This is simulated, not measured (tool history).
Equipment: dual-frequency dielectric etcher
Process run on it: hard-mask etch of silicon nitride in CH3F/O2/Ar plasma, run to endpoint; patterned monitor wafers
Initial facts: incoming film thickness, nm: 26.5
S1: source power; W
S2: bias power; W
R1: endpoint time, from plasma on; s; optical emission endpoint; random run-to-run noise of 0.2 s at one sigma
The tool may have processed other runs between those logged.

run  hour   S1  S2      R1
  1     0  300  83  39.186
  2   0.7  280  83  39.949
  3   3.7  310  83   38.61
  4     7  310  98  35.964
  5  14.1  270  94  38.556
  6  16.9  240  92  39.559
  7  22.5  220  88  41.501
  8  26.4  210  87  41.945

Run 9, settings as shown, results not yet in. Your forecast:
  9  33.9  200  86   ?

R1: 42.898 s
